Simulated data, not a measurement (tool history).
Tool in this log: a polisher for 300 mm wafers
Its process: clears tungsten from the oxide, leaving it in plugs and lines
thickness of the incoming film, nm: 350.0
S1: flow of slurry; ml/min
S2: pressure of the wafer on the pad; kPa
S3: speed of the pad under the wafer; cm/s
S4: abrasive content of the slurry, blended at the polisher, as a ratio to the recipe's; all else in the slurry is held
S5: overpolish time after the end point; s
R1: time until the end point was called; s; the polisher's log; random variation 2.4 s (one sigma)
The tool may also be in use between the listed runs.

| run | day | S1 | S2 | S3 | S4 | S5 | R1 |
|---|---|---|---|---|---|---|---|
| 1 | 0.000 | 265 | 31.0 | 92 | 1.00 | 34 | 72.342 |
| 2 | 0.192 | 265 | 31.0 | 92 | 1.00 | 34 | 71.631 |
| 3 | 0.333 | 265 | 28.3 | 86 | 1.00 | 34 | 84.287 |
| 4 | 0.471 | 265 | 25.5 | 86 | 1.00 | 34 | 94.786 |
| 5 | 0.517 | 265 | 32.4 | 86 | 1.00 | 34 | 73.441 |
| 6 | 0.625 | 265 | 29.6 | 82 | 1.00 | 34 | 82.536 |
| 7 | 0.846 | 265 | 29.6 | 82 | 1.00 | 34 | 84.800 |
| 8 | 1.117 | 265 | 27.6 | 78 | 1.00 | 34 | 94.842 |
| 9 | 1.483 | 265 | 25.5 | 76 | 1.00 | 34 | 105.720 |
| 10 | 1.729 | 265 | 24.1 | 74 | 1.00 | 34 | 112.870 |

What will run 11 give?
|  | 2.079 | head pressure recalibrated |
| 11 | 2.079 | 260 | 15.2 | 54 | 0.95 | 34 | ? |

{"run 11": {"R1": 216.64}}
